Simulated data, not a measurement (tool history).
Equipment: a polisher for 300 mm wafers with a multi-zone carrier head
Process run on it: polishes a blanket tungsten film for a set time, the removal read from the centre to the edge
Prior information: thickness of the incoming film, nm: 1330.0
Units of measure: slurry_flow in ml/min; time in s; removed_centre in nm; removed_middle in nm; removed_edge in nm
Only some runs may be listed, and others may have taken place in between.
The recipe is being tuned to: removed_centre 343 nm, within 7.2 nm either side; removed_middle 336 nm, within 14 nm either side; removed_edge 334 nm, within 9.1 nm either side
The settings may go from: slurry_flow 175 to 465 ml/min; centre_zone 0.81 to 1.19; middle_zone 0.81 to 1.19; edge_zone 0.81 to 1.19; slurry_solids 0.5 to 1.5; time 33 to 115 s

run    day  slurry_flow  centre_zone  middle_zone  edge_zone  slurry_solids  time  removed_centre  removed_middle  removed_edge
  1      0          295            1            1          1              1    73          495.63           479.9        463.05
  2  0.288          295         0.99         0.99       0.98           0.95    72           486.2          468.71        455.57
  3  0.392          295         0.98         0.99       0.97            0.9    70          457.89          440.88        440.04
  4  0.654          295         0.98            1       0.96           0.85    68          446.94          421.25        416.84
  5  0.708          295         0.98            1       0.96           0.65    68          423.02           407.4        394.66
  6  0.912          295         0.98            1       0.96            0.8    68          438.12          419.46        410.72
  7  0.988          290         0.97            1       0.95           0.75    67          428.56          409.41        404.01
  8  1.171          290         0.96            1       0.95           0.75    66          414.67          415.91        394.88
  9  1.546          290         0.95         0.99       0.94            0.7    65          400.91          389.54         377.7
 10  1.838          285         0.94         0.98       0.93            0.7    65           399.6          386.71        376.16
 11  2.112          280         0.93         0.97       0.92            0.7    65          389.83          394.27        377.62
     2.417  -- centre zone pressure recalibrated
 12  2.417          285         0.93         0.96       0.92            0.7    64          364.76          379.58        366.73
 13  2.629          285         0.94         0.95       0.91            0.7    64          366.51          371.01        368.33
 14  2.962          285         0.94         0.95        0.9            0.7    64          368.13           364.3        362.51

Exactly one of the 5 candidate moves below puts every result within its allowed miss. Which one?
  A  3.296          235         1.01         0.96       0.93            0.5    62               ?               ?             ?
  B  3.296          355         1.06         0.84       0.93            0.5    60               ?               ?             ?
  C  3.296          290         0.96         0.89       0.92           0.65    62               ?               ?             ?
  D  3.296          310         1.08         0.95       0.81            0.7    57               ?               ?             ?
  E  3.296          260         0.97         1.07       0.88            0.7    59               ?               ?             ?

move  removed_centre  removed_middle  removed_edge
   A          345.77          330.34        333.84
   B          363.94          300.63        335.18
   C          359.71          333.79        354.84
   D          366.45          330.13        313.68
   E          344.83          369.54        331.29
A: all results in spec
B: better than the last run, though not everything is in spec
C: better than the last run, though not everything is in spec
D: better than the last run, though not everything is in spec
E: the worst result of the last run now meets its target, but another is out of spec
The move that meets every target is A.

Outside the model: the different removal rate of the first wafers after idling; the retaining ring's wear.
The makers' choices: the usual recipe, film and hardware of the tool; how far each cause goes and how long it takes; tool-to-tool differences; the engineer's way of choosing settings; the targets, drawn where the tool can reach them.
